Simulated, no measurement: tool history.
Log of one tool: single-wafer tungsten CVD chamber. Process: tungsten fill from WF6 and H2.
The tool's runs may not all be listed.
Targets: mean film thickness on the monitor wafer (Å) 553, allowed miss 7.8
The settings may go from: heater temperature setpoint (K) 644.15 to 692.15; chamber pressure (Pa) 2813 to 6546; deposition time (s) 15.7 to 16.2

run	hour	heater temperature setpoint (K)	chamber pressure (Pa)	deposition time (s)	mean film thickness on the monitor wafer (Å)
1	0	668.15	4680	15.7	407.76
2	3.1	674.15	4693	15.7	464.11
3	8.2	677.15	4693	15.7	497.64
4	13.7	679.15	4693	15.7	515.57
5	19.3	669.15	4693	15.7	415.44
6	27.4	677.15	4693	15.7	495.6
# hour 32.7: thermocouple changed; heater temperature recalibrated
7	32.7	683.15	4706	15.7	606.3
8	35	679.15	4706	15.7	560.99

Which of these 5 next moves meets every target?
A	37.3	683.15	4280	15.7	?
B	37.3	676.15	5093	16.2	?
C	37.3	682.15	4080	15.7	?
D	37.3	679.15	4973	15.7	?
E	37.3	683.15	4320	15.7	?

move	mean film thickness on the monitor wafer (Å)
A	577.1
B	571.54
C	551.34
D	580.55
E	580.12
A: further off than the last run
B: further off than the last run
C: meets every target
D: further off than the last run
E: further off than the last run
Answer: C
